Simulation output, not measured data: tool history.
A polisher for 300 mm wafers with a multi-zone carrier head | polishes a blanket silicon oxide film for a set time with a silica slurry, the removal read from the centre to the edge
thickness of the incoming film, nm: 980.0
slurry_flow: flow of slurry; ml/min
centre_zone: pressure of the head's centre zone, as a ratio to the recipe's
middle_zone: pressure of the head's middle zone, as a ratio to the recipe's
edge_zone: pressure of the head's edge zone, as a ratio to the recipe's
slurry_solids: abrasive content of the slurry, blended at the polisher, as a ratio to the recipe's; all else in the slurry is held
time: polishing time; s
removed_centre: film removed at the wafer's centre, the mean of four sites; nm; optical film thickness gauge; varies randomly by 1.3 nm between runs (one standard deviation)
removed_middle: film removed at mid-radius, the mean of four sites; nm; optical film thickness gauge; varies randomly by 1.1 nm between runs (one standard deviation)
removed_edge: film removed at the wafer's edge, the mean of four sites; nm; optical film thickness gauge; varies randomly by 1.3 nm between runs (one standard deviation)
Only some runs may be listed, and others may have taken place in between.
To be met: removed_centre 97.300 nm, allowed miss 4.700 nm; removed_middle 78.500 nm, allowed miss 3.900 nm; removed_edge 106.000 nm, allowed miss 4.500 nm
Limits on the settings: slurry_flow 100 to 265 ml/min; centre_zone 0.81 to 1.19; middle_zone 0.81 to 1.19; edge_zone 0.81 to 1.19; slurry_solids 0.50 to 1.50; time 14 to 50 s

Run 1, day 0.000: slurry_flow 170 ml/min, centre_zone 1.00, middle_zone 1.00, edge_zone 1.00, slurry_solids 1.00, time 32 s. Result: removed_centre 58.474 nm, removed_middle 62.177 nm, removed_edge 66.516 nm.
Run 2, day 0.054: slurry_flow 170 ml/min, centre_zone 1.00, middle_zone 1.03, edge_zone 1.00, slurry_solids 1.00, time 32 s. Result: removed_centre 59.698 nm, removed_middle 61.352 nm, removed_edge 66.004 nm.
Run 3, day 0.408: slurry_flow 170 ml/min, centre_zone 1.00, middle_zone 1.03, edge_zone 1.00, slurry_solids 1.00, time 25 s. Result: removed_centre 46.393 nm, removed_middle 49.846 nm, removed_edge 50.430 nm.
Run 4, day 0.679: slurry_flow 185 ml/min, centre_zone 1.00, middle_zone 1.03, edge_zone 1.00, slurry_solids 1.00, time 25 s. Result: removed_centre 48.822 nm, removed_middle 49.800 nm, removed_edge 52.620 nm.
Run 5, day 0.750: slurry_flow 225 ml/min, centre_zone 1.00, middle_zone 1.03, edge_zone 1.00, slurry_solids 1.00, time 25 s. Result: removed_centre 50.771 nm, removed_middle 52.738 nm, removed_edge 54.173 nm.
Run 6, day 0.908: slurry_flow 225 ml/min, centre_zone 0.93, middle_zone 1.03, edge_zone 1.00, slurry_solids 1.00, time 25 s. Result: removed_centre 47.683 nm, removed_middle 52.128 nm, removed_edge 53.892 nm.
Run 7, day 1.121: slurry_flow 230 ml/min, centre_zone 0.99, middle_zone 0.96, edge_zone 1.04, slurry_solids 1.15, time 28 s. Result: removed_centre 62.095 nm, removed_middle 60.200 nm, removed_edge 66.231 nm.
Run 8, day 1.167: slurry_flow 200 ml/min, centre_zone 1.05, middle_zone 0.86, edge_zone 1.14, slurry_solids 1.40, time 36 s. Result: removed_centre 89.812 nm, removed_middle 75.482 nm, removed_edge 96.981 nm.
Run 9, day 1.442: slurry_flow 205 ml/min, centre_zone 1.05, middle_zone 0.85, edge_zone 1.16, slurry_solids 1.45, time 36 s. Result: removed_centre 89.676 nm, removed_middle 77.350 nm, removed_edge 101.720 nm.
Run 10, day 1.688: slurry_flow 210 ml/min, centre_zone 1.07, middle_zone 0.84, edge_zone 1.17, slurry_solids 1.45, time 36 s. Result: removed_centre 89.878 nm, removed_middle 77.228 nm, removed_edge 99.572 nm.

Exactly one of the 4 candidate moves below puts every result within its allowed miss. Which one?
Run A, day 1.933: slurry_flow 265 ml/min, centre_zone 1.11, middle_zone 0.97, edge_zone 1.14, slurry_solids 1.45, time 31 s. Result: removed_centre ?, removed_middle ?, removed_edge ?.
Run B, day 1.933: slurry_flow 170 ml/min, centre_zone 1.05, middle_zone 0.81, edge_zone 1.09, slurry_solids 1.50, time 40 s. Result: removed_centre ?, removed_middle ?, removed_edge ?.
Run C, day 1.933: slurry_flow 215 ml/min, centre_zone 1.12, middle_zone 0.92, edge_zone 1.15, slurry_solids 1.45, time 35 s. Result: removed_centre ?, removed_middle ?, removed_edge ?.
Run D, day 1.933: slurry_flow 205 ml/min, centre_zone 1.10, middle_zone 0.90, edge_zone 1.16, slurry_solids 1.45, time 35 s. Result: removed_centre ?, removed_middle ?, removed_edge ?.

move  removed_centre  removed_middle  removed_edge
   A          85.768          77.924        90.188
   B          94.825          78.979       107.450
   C          92.791          80.554        99.154
   D          90.221          78.199        98.791
A: its largest miss is bigger than the last run's
B: each result inside its tolerance
C: meets the target for the result that was furthest off, but another lies outside its allowed miss
D: about as far from the targets as the last run
So the answer is move B, the one that meets all the targets.
